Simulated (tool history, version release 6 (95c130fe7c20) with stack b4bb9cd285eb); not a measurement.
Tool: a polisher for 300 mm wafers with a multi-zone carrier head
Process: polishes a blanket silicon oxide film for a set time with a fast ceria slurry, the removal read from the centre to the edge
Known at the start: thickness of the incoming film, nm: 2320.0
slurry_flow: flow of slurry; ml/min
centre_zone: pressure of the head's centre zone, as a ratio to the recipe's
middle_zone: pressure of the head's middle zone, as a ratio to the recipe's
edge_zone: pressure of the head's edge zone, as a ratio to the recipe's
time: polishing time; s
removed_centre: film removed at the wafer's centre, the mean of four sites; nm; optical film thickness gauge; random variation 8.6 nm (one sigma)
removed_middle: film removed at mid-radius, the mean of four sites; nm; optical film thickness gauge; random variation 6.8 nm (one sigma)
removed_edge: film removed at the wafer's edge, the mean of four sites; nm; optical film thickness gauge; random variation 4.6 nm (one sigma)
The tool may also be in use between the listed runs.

run 1 hour=0.0 | slurry_flow=215 centre_zone=1.00 middle_zone=1.00 edge_zone=1.00 time=34 | removed_centre=456.13 removed_middle=449.85 removed_edge=458.56
run 2 hour=7.9 | slurry_flow=220 centre_zone=1.03 middle_zone=0.99 edge_zone=1.02 time=35 | removed_centre=486.43 removed_middle=456.63 removed_edge=474.04
run 3 hour=14.0 | slurry_flow=220 centre_zone=1.03 middle_zone=0.99 edge_zone=1.02 time=38 | removed_centre=536.30 removed_middle=499.76 removed_edge=515.17
run 4 hour=21.7 | slurry_flow=225 centre_zone=1.04 middle_zone=0.98 edge_zone=1.04 time=38 | removed_centre=525.27 removed_middle=488.15 removed_edge=519.37
run 5 hour=29.3 | slurry_flow=225 centre_zone=1.04 middle_zone=0.98 edge_zone=1.04 time=34 | removed_centre=487.89 removed_middle=433.32 removed_edge=471.89
run 6 hour=35.6 | slurry_flow=225 centre_zone=1.04 middle_zone=1.03 edge_zone=1.04 time=34 | removed_centre=461.05 removed_middle=464.70 removed_edge=468.17
run 7 hour=44.4 | slurry_flow=230 centre_zone=1.06 middle_zone=1.02 edge_zone=1.05 time=35 | removed_centre=510.38 removed_middle=476.12 removed_edge=485.29
run 8 hour=45.8 | slurry_flow=235 centre_zone=1.07 middle_zone=1.02 edge_zone=1.07 time=36 | removed_centre=522.81 removed_middle=485.83 removed_edge=491.10
run 9 hour=46.7 | slurry_flow=235 centre_zone=1.07 middle_zone=1.01 edge_zone=1.08 time=37 | removed_centre=523.67 removed_middle=495.67 removed_edge=513.24
run 10 hour=50.1 | slurry_flow=240 centre_zone=1.08 middle_zone=1.00 edge_zone=1.09 time=38 | removed_centre=561.07 removed_middle=510.46 removed_edge=527.32
run 11 hour=57.1 | slurry_flow=240 centre_zone=1.08 middle_zone=0.99 edge_zone=1.10 time=38 | removed_centre=548.13 removed_middle=509.88 removed_edge=530.55
run 12 hour=64.7 | slurry_flow=240 centre_zone=1.09 middle_zone=0.98 edge_zone=1.11 time=38 | removed_centre=555.61 removed_middle=510.38 removed_edge=533.11
-- hour=68.2 slurry nozzle cleaned
run 13 hour=68.2 | slurry_flow=245 centre_zone=1.10 middle_zone=0.96 edge_zone=1.12 time=38 | removed_centre=563.90 removed_middle=513.18 removed_edge=533.05
run 14 hour=72.2 | slurry_flow=245 centre_zone=1.10 middle_zone=0.96 edge_zone=1.12 time=38 | removed_centre=575.56 removed_middle=496.45 removed_edge=546.51
run 15 hour=73.3 | slurry_flow=250 centre_zone=1.11 middle_zone=0.96 edge_zone=1.13 time=38 | removed_centre=575.11 removed_middle=512.74 removed_edge=541.79
run 16 hour=80.4 | slurry_flow=255 centre_zone=1.12 middle_zone=0.94 edge_zone=1.14 time=38 | removed_centre=589.68 removed_middle=499.26 removed_edge=550.30
run 17 hour=83.1 | slurry_flow=260 centre_zone=1.12 middle_zone=0.94 edge_zone=1.15 time=38 | removed_centre=587.41 removed_middle=504.01 removed_edge=548.06

Forecast run 18:
run 18 hour=90.5 | slurry_flow=260 centre_zone=1.12 middle_zone=0.93 edge_zone=1.16 time=38 | removed_centre=? removed_middle=? removed_edge=?

Run 18 gave removed_centre 610.84 nm, removed_middle 483.37 nm, removed_edge 561.86 nm.
